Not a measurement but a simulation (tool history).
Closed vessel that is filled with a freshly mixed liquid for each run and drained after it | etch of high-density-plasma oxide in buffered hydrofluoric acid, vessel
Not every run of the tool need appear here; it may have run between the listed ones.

run,hour,temperature setpoint of the liquid (K),parts of 40 % ammonium fluoride to one part of 49 % hydrofluoric acid (parts by volume),time in the liquid (s),thickness taken off the high-density-plasma oxide on a monitor wafer (angstrom)
1,0.0,296.15,10.5,95,2438.1
2,0.9,296.15,10.5,95,2421.5
3,6.4,296.15,10.5,100,2550.5
4,14.5,298.15,10.5,100,2843.9
5,16.4,299.65,10.0,100,3243.9
6,25.3,299.65,9.0,100,3460.3
7,29.0,300.15,9.0,100,3560.3

Run 8 has not been measured yet. What should we expect?
8,31.6,300.65,9.0,100,?

{"run 8": {"thickness taken off the high-density-plasma oxide on a monitor wafer (angstrom)": 3655.7}}

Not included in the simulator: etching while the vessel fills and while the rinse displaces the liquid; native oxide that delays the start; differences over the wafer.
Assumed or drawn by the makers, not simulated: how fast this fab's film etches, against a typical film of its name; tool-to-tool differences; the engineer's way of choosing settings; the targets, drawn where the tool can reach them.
